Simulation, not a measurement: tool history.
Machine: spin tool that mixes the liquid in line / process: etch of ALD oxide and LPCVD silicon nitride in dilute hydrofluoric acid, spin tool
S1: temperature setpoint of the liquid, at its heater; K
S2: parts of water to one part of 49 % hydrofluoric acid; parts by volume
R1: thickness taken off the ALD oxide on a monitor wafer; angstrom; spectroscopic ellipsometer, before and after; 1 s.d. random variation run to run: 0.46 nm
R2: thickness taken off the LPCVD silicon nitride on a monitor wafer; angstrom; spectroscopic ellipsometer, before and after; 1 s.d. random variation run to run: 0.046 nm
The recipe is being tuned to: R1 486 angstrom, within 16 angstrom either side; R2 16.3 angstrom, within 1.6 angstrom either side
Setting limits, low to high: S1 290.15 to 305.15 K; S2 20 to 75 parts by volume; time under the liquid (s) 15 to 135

run 1 hour=0 | S1=297.15 S2=45 time_under_the_liquid_(s)=70 | R1=231.73 R2=7.9827
run 2 hour=5.7 | S1=298.65 S2=45 time_under_the_liquid_(s)=70 | R1=249.53 R2=9.3514
run 3 hour=8.6 | S1=298.65 S2=45 time_under_the_liquid_(s)=80 | R1=281.4 R2=9.9686
run 4 hour=12.8 | S1=298.65 S2=40 time_under_the_liquid_(s)=80 | R1=328.86 R2=11.794
run 5 hour=15.1 | S1=298.65 S2=30 time_under_the_liquid_(s)=80 | R1=441.7 R2=14.325
run 6 hour=15.8 | S1=295.65 S2=30 time_under_the_liquid_(s)=80 | R1=384.01 R2=12.483
run 7 hour=19.2 | S1=296.65 S2=30 time_under_the_liquid_(s)=80 | R1=406.8 R2=12.75
run 8 hour=20.3 | S1=297.65 S2=30 time_under_the_liquid_(s)=80 | R1=416.85 R2=14.386
run 9 hour=21.5 | S1=297.65 S2=25 time_under_the_liquid_(s)=80 | R1=511.78 R2=17.166

Pick the move, out of 5, that brings all results within their allowed miss; only one does.
run A hour=22.7 | S1=301.65 S2=20 time_under_the_liquid_(s)=55 | R1=? R2=?
run B hour=22.7 | S1=294.15 S2=30 time_under_the_liquid_(s)=120 | R1=? R2=?
run C hour=22.7 | S1=298.15 S2=20 time_under_the_liquid_(s)=60 | R1=? R2=?
run D hour=22.7 | S1=304.65 S2=25 time_under_the_liquid_(s)=60 | R1=? R2=?
run E hour=22.7 | S1=291.15 S2=20 time_under_the_liquid_(s)=95 | R1=? R2=?

move=A R1=510.76 R2=19.373
move=B R1=535.43 R2=17.199
move=C R1=482 R2=16.703
move=D R1=499.06 R2=20.76
move=E R1=564.82 R2=16.232
A: further off than the last run
B: further off than the last run
C: every result within its allowed miss
D: corrects the largest miss of the last run, while another result sits out of spec
E: further off than the last run
Correct choice: C, which meets every target
